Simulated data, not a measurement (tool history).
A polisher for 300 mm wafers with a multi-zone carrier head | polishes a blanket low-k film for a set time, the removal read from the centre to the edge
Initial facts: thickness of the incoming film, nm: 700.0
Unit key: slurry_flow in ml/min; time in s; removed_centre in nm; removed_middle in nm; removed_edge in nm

run 1 hour=0.0 | slurry_flow=285 centre_zone=1.00 middle_zone=1.00 edge_zone=1.00 slurry_solids=1.00 time=87 | removed_centre=55.161 removed_middle=55.851 removed_edge=56.332
run 2 hour=3.1 | slurry_flow=285 centre_zone=1.00 middle_zone=1.00 edge_zone=1.00 slurry_solids=1.00 time=105 | removed_centre=67.205 removed_middle=67.717 removed_edge=69.286
run 3 hour=11.9 | slurry_flow=285 centre_zone=1.00 middle_zone=1.00 edge_zone=1.00 slurry_solids=1.00 time=97 | removed_centre=62.833 removed_middle=62.160 removed_edge=62.447
run 4 hour=17.0 | slurry_flow=285 centre_zone=0.98 middle_zone=1.00 edge_zone=0.98 slurry_solids=0.90 time=93 | removed_centre=54.623 removed_middle=55.656 removed_edge=56.563
run 5 hour=19.4 | slurry_flow=285 centre_zone=0.97 middle_zone=1.01 edge_zone=0.96 slurry_solids=0.85 time=90 | removed_centre=49.538 removed_middle=52.098 removed_edge=50.709
run 6 hour=21.7 | slurry_flow=285 centre_zone=0.95 middle_zone=1.00 edge_zone=0.94 slurry_solids=0.80 time=90 | removed_centre=45.373 removed_middle=48.336 removed_edge=48.184
run 7 hour=22.7 | slurry_flow=320 centre_zone=0.93 middle_zone=1.09 edge_zone=0.84 slurry_solids=0.55 time=79 | removed_centre=25.928 removed_middle=28.764 removed_edge=26.277
run 8 hour=25.4 | slurry_flow=320 centre_zone=0.93 middle_zone=1.09 edge_zone=0.84 slurry_solids=0.55 time=79 | removed_centre=25.275 removed_middle=29.011 removed_edge=25.556
run 9 hour=32.7 | slurry_flow=320 centre_zone=0.94 middle_zone=1.10 edge_zone=0.87 slurry_solids=0.55 time=79 | removed_centre=26.077 removed_middle=29.367 removed_edge=26.255
run 10 hour=38.3 | slurry_flow=320 centre_zone=0.94 middle_zone=1.11 edge_zone=0.91 slurry_solids=0.55 time=79 | removed_centre=26.411 removed_middle=29.332 removed_edge=26.833
run 11 hour=43.8 | slurry_flow=310 centre_zone=0.94 middle_zone=1.10 edge_zone=0.91 slurry_solids=0.60 time=79 | removed_centre=29.757 removed_middle=33.412 removed_edge=29.749

For run 12, what comes out?
run 12 hour=47.4 | slurry_flow=310 centre_zone=0.94 middle_zone=1.10 edge_zone=0.91 slurry_solids=0.60 time=79 | removed_centre=? removed_middle=? removed_edge=?

removed_centre: 29.995 nm
removed_middle: 33.119 nm
removed_edge: 29.534 nm
